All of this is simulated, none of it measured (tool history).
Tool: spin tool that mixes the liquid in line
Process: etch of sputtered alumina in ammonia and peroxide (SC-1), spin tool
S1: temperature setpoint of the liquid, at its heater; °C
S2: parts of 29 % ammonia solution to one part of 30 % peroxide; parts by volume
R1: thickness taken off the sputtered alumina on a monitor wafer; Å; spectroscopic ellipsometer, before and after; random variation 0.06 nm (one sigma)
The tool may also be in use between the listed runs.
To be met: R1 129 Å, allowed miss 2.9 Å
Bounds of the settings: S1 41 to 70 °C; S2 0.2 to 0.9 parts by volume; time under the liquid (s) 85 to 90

{"run": 1, "hour": 0.0, "S1": 57, "S2": 0.5, "time under the liquid (s)": 85, "R1": 73.501}
{"run": 2, "hour": 2.2, "S1": 59.5, "S2": 0.5, "time under the liquid (s)": 85, "R1": 84.548}
{"run": 3, "hour": 3.5, "S1": 59.5, "S2": 0.5, "time under the liquid (s)": 85, "R1": 85.063}
{"run": 4, "hour": 8.0, "S1": 59.5, "S2": 0.5, "time under the liquid (s)": 85, "R1": 84.494}
{"run": 5, "hour": 16.2, "S1": 59.5, "S2": 0.5, "time under the liquid (s)": 85, "R1": 84.086}
{"run": 6, "hour": 23.8, "S1": 61.5, "S2": 0.5, "time under the liquid (s)": 85, "R1": 93.532}
{"run": 7, "hour": 31.3, "S1": 63, "S2": 0.5, "time under the liquid (s)": 85, "R1": 100.23}
{"run": 8, "hour": 33.6, "S1": 64.5, "S2": 0.5, "time under the liquid (s)": 85, "R1": 108.5}
{"run": 9, "hour": 38.1, "S1": 65.5, "S2": 0.5, "time under the liquid (s)": 85, "R1": 114.93}

5 next moves are on the table. One of them brings every result within its allowed miss. Which?
{"run": "A", "hour": 42.6, "S1": 67.5, "S2": 0.6, "time under the liquid (s)": 90, "R1": "?"}
{"run": "B", "hour": 42.6, "S1": 62.5, "S2": 0.7, "time under the liquid (s)": 85, "R1": "?"}
{"run": "C", "hour": 42.6, "S1": 68.5, "S2": 0.25, "time under the liquid (s)": 85, "R1": "?"}
{"run": "D", "hour": 42.6, "S1": 68.5, "S2": 0.4, "time under the liquid (s)": 85, "R1": "?"}
{"run": "E", "hour": 42.6, "S1": 64.5, "S2": 0.4, "time under the liquid (s)": 85, "R1": "?"}

move=A R1=136.39
move=B R1=101.98
move=C R1=124.52
move=D R1=130.17
move=E R1=106.94
A: takes the result that was furthest off past its target
B: further off than the last run
C: nearer than the last run, and not there yet
D: meets every target
E: further off than the last run
Answer: D
